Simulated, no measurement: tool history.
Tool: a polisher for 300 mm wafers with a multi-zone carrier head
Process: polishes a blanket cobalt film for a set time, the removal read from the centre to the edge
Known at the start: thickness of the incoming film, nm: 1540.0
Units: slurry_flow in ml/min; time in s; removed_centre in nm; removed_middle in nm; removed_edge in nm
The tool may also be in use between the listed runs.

Run 1, hour 0: slurry_flow 190 ml/min, centre_zone 1, middle_zone 1, edge_zone 1, time 61 s. Result: removed_centre 238.88 nm, removed_middle 250.38 nm, removed_edge 245.59 nm.
Run 2, hour 2.1: slurry_flow 215 ml/min, centre_zone 1, middle_zone 1, edge_zone 1, time 61 s. Result: removed_centre 244.56 nm, removed_middle 245.22 nm, removed_edge 246.64 nm.
Run 3, hour 3: slurry_flow 215 ml/min, centre_zone 1, middle_zone 0.99, edge_zone 0.99, time 60 s. Result: removed_centre 235.15 nm, removed_middle 242.77 nm, removed_edge 243.49 nm.
Run 4, hour 4.7: slurry_flow 215 ml/min, centre_zone 1.01, middle_zone 0.98, edge_zone 0.98, time 59 s. Result: removed_centre 245.7 nm, removed_middle 241.39 nm, removed_edge 237.92 nm.
Run 5, hour 8.5: slurry_flow 215 ml/min, centre_zone 1.01, middle_zone 0.97, edge_zone 0.98, time 58 s. Result: removed_centre 235.78 nm, removed_middle 228.01 nm, removed_edge 236.43 nm.
Run 6, hour 10.8: slurry_flow 215 ml/min, centre_zone 1.01, middle_zone 0.97, edge_zone 0.98, time 71 s. Result: removed_centre 289.8 nm, removed_middle 289.59 nm, removed_edge 286.97 nm.
Run 7, hour 17.7: slurry_flow 215 ml/min, centre_zone 1.01, middle_zone 0.97, edge_zone 0.97, time 69 s. Result: removed_centre 275.86 nm, removed_middle 268.61 nm, removed_edge 279.43 nm.

Run 8 comes next. What will it give?
Run 8, hour 20: slurry_flow 190 ml/min, centre_zone 1.11, middle_zone 1.07, edge_zone 0.87, time 52 s. Result: removed_centre ?, removed_middle ?, removed_edge ?.

Run 8 gave removed_centre 230.56 nm, removed_middle 216.69 nm, removed_edge 202.7 nm.
